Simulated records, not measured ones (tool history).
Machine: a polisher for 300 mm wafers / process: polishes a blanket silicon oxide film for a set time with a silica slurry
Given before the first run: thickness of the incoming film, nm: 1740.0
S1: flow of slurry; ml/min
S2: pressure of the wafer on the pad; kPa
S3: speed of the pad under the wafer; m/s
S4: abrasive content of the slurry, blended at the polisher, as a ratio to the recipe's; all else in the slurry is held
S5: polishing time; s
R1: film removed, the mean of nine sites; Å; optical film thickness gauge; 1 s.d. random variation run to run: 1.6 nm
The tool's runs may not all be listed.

run	hour	S1	S2	S3	S4	S5	R1
1	0.0	285	20.7	0.94	1.0	99	2260.6
2	6.5	285	18.6	0.94	1.0	99	2069.7
3	13.0	260	18.6	0.94	1.0	99	1991.7
4	17.0	245	17.2	0.94	1.0	99	1887.4
5	23.6	305	17.2	0.94	1.0	99	1854.9
6	32.4	305	16.5	0.94	1.0	99	1859.7
7	34.1	305	11.7	0.92	1.0	99	1280.0
8	42.5	305	12.4	0.92	1.0	99	1348.0

The next listed run, before its measurement:
9	48.9	305	13.1	0.92	1.0	99	?

R1: 1422.7 Å
